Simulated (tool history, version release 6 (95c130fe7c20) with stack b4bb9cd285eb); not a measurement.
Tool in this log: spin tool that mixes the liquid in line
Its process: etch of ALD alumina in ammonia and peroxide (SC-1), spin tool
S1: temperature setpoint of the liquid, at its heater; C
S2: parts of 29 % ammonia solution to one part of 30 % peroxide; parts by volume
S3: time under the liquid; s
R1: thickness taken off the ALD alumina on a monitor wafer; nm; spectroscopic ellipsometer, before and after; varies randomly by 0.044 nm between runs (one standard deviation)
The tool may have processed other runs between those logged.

run	hour	S1	S2	S3	R1
1	0.0	61.0	0.70	85	7.6565
2	0.9	61.0	0.70	85	7.6982
3	4.9	63.0	0.70	85	8.5090
4	13.6	69.0	0.70	85	11.5380
5	15.1	69.0	0.70	65	8.7060
# hour 22.5: heated supply line repaired
6	22.5	62.0	0.70	65	7.0935
7	29.2	64.5	0.75	70	8.7659
8	35.9	66.0	0.75	70	9.3554

What will run 9 give?
9	37.3	67.0	0.75	70	?

Run 9 gave R1 9.9621 nm.

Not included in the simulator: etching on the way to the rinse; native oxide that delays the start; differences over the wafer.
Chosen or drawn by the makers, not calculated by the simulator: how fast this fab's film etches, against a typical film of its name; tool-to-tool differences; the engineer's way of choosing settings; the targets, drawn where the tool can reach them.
